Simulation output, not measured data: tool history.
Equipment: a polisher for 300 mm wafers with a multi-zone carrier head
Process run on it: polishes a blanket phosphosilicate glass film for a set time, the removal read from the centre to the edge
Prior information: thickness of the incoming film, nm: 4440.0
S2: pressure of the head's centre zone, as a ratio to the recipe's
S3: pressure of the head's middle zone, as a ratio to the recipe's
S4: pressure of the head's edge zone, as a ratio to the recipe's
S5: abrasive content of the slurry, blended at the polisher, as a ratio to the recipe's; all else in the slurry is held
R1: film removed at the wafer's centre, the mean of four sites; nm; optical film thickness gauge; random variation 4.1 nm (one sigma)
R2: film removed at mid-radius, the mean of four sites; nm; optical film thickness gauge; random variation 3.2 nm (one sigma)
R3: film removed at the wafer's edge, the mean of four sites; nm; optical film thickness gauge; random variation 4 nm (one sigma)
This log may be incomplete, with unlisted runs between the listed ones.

{"run": 1, "hour": 0.0, "flow of slurry (ml/min)": 250, "S2": 1, "S3": 1, "S4": 1, "S5": 1, "polishing time (s)": 73, "R1": 480.55, "R2": 475.58, "R3": 471.45}
{"run": 2, "hour": 6.8, "flow of slurry (ml/min)": 250, "S2": 1, "S3": 1.06, "S4": 1, "S5": 1, "polishing time (s)": 73, "R1": 476.08, "R2": 494.57, "R3": 474.85}
{"run": 3, "hour": 14.3, "flow of slurry (ml/min)": 245, "S2": 0.98, "S3": 1.03, "S4": 1, "S5": 0.95, "polishing time (s)": 73, "R1": 456.27, "R2": 476.17, "R3": 466.87}
{"run": 4, "hour": 19.5, "flow of slurry (ml/min)": 245, "S2": 0.98, "S3": 1.03, "S4": 1, "S5": 1.05, "polishing time (s)": 73, "R1": 475.79, "R2": 495.91, "R3": 479.08}
{"run": 5, "hour": 27.7, "flow of slurry (ml/min)": 240, "S2": 0.96, "S3": 1, "S4": 0.99, "S5": 0.95, "polishing time (s)": 73, "R1": 448.16, "R2": 469.03, "R3": 456.62}
{"run": 6, "hour": 35.2, "flow of slurry (ml/min)": 235, "S2": 0.95, "S3": 0.97, "S4": 1, "S5": 0.9, "polishing time (s)": 73, "R1": 428.32, "R2": 440.63, "R3": 438.61}
{"run": 7, "hour": 43.3, "flow of slurry (ml/min)": 230, "S2": 0.94, "S3": 0.95, "S4": 1.01, "S5": 0.85, "polishing time (s)": 73, "R1": 415.5, "R2": 419.61, "R3": 439.13}
{"run": 8, "hour": 45.8, "flow of slurry (ml/min)": 225, "S2": 0.93, "S3": 0.93, "S4": 1, "S5": 0.8, "polishing time (s)": 73, "R1": 392.75, "R2": 404.83, "R3": 428.07}
{"run": 9, "hour": 50.4, "flow of slurry (ml/min)": 220, "S2": 0.93, "S3": 0.91, "S4": 0.99, "S5": 0.8, "polishing time (s)": 73, "R1": 385.03, "R2": 396.02, "R3": 423.46}
{"run": 10, "hour": 57.5, "flow of slurry (ml/min)": 220, "S2": 0.93, "S3": 0.9, "S4": 0.97, "S5": 0.8, "polishing time (s)": 73, "R1": 399.09, "R2": 387.26, "R3": 411.4}

Forecast run 11:
{"run": 11, "hour": 65.6, "flow of slurry (ml/min)": 215, "S2": 0.92, "S3": 0.89, "S4": 0.97, "S5": 0.8, "polishing time (s)": 73, "R1": "?", "R2": "?", "R3": "?"}

{"run 11": {"R1": 388.28, "R2": 375.51, "R3": 413.69}}
